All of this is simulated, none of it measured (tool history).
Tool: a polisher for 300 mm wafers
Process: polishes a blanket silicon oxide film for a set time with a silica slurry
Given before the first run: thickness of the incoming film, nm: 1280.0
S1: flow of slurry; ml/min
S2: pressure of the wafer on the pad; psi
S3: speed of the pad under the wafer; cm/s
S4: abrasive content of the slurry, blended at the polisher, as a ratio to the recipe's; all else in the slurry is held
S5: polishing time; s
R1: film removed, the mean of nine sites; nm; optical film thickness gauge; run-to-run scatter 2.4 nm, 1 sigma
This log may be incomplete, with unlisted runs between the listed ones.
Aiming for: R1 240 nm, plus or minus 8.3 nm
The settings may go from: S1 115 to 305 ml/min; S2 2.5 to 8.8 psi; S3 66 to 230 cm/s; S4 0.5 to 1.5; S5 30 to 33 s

run,day,S1,S2,S3,S4,S5,R1
1,0,195,5.6,146,1,33,158.48
2,0.358,195,5.6,146,1,30,144.08
3,0.704,195,5.6,112,1,30,117.39
4,0.933,195,6.1,114,1,30,125.89
5,1.154,195,6.6,114,1,30,134.59
6,1.508,195,6.9,120,1,30,147.81
7,1.617,195,7.2,124,1,30,156.2
8,1.675,195,7.4,128,1,30,162.43
9,1.767,195,7.6,132,1,30,171.02
10,2.029,210,8.8,158,1,30,229.48
11,2.192,210,8.8,160,1,30,229.36

Below are 5 possible settings for the next run. Only one of them brings all results inside the allowed miss of their targets. Which is it?
A,2.354,195,7.3,170,1.1,33,?
B,2.354,265,8.4,164,1.2,30,?
C,2.354,230,8.5,160,1,30,?
D,2.354,215,8,168,0.9,30,?
E,2.354,210,8.8,142,0.95,33,?

move,R1
A,228.55
B,243.52
C,225.88
D,214.32
E,227.09
A: lands further from the targets than the last run did
B: all results in spec
C: lands further from the targets than the last run did
D: lands further from the targets than the last run did
E: lands further from the targets than the last run did
Answer: B
